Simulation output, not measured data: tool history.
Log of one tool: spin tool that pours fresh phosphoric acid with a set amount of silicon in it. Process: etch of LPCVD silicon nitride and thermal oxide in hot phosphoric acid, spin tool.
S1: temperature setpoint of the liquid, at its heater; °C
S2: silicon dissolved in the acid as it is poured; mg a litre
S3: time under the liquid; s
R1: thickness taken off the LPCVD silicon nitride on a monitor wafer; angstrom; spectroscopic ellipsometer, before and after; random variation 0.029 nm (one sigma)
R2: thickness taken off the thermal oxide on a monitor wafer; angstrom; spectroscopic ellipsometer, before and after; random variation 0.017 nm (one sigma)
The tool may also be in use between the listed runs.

Run 1, hour 0: S1 160 °C, S2 13.5 mg a litre, S3 50 s. Result: R1 44.536 angstrom, R2 0.52572 angstrom.
Run 2, hour 8.1: S1 160 °C, S2 6.5 mg a litre, S3 50 s. Result: R1 45.086 angstrom, R2 1.3005 angstrom.
Run 3, hour 10.6: S1 160 °C, S2 10.5 mg a litre, S3 50 s. Result: R1 44.811 angstrom, R2 0.94399 angstrom.
Run 4, hour 14.7: S1 160 °C, S2 6.5 mg a litre, S3 50 s. Result: R1 44.546 angstrom, R2 1.6008 angstrom.
Run 5, hour 21.7: S1 160 °C, S2 3 mg a litre, S3 50 s. Result: R1 45.459 angstrom, R2 0.54504 angstrom.
Run 6, hour 26.9: S1 159.5 °C, S2 5.5 mg a litre, S3 45 s. Result: R1 39.95 angstrom, R2 1.4846 angstrom.

Forecast run 7:
Run 7, hour 34.8: S1 160 °C, S2 8.5 mg a litre, S3 40 s. Result: R1 ?, R2 ?.

Run 7 gave R1 36.151 angstrom, R2 0.98823 angstrom.

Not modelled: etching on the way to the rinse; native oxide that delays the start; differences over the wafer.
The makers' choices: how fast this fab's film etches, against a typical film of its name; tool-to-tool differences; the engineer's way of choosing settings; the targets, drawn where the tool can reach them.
